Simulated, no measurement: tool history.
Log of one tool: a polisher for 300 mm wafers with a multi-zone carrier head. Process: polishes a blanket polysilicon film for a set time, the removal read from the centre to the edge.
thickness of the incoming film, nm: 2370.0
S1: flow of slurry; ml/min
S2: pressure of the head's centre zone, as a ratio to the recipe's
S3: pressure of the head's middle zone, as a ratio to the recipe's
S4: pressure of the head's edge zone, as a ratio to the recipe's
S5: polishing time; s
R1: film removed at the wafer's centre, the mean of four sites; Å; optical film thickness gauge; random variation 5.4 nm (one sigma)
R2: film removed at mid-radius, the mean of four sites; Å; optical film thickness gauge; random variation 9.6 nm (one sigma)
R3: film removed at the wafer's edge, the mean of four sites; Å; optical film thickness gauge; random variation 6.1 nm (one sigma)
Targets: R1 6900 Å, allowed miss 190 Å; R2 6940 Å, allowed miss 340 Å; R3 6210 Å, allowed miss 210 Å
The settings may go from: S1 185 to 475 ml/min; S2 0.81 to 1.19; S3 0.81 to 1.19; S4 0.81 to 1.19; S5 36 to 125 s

run  hour   S1    S2    S3    S4  S5      R1      R2      R3
  1     0  305     1     1     1  80  5881.4  5904.2  5868.9
  2   6.2  305     1     1     1  69  4958.3  4955.2  5041.6
  3    15  310  1.02  1.03  1.01  71  5275.9  5414.7  5151.6
  4  19.7  310  1.03  1.04  1.03  73  5447.9  5526.1  5398.8
  5    21  235  1.03  1.04  1.03  73  5237.1  5410.1    5301
  6  27.9  280  1.03  1.04  1.03  73  5430.7  5441.2  5356.3
  7  36.7  290  1.04  1.06  1.04  74  5539.5  5750.6  5418.2
  8  44.8  290  1.04  1.06  1.04  74    5597  5641.4    5495
  9  49.7  300  1.05  1.08  1.05  75  5726.5  5881.7  5493.6
 10  50.3  300  1.05  1.08  1.05  75  5743.7  5971.7  5572.8
 11  56.5  310  1.06  1.09  1.07  75  5820.4  6005.3  5699.8
 12  59.7  320  1.07   1.1  1.08  75  5836.2  5988.1  5656.6
 13  62.8  325  1.08  1.11  1.09  76  5964.7  6065.2  5802.5
 14  70.8  325  1.09  1.12  1.09  77  6137.1  6196.3  5815.1
 15    74  330   1.1  1.13  1.09  78  6315.5  6363.6    5975
 16  82.7  335  1.11  1.14  1.09  78  6382.9  6522.6  5877.1

Which of these 4 next moves meets every target?
  A  91.4  320  1.11  1.11  1.03  85   ?   ?   ?
  B  91.4  330  1.05   1.1   1.1  77   ?   ?   ?
  C  91.4  350   1.1  1.16  1.03  73   ?   ?   ?
  D  91.4  420  0.98  0.95  1.11  79   ?   ?   ?

move      R1      R2      R3
   A  6888.5  6693.6  6362.5
   B  5919.8  6036.2  5970.1
   C  5919.4  6021.9  5496.3
   D  5786.9  5583.7  6262.8
A: meets every target
B: further off than the last run
C: further off than the last run
D: further off than the last run
The right move is A.
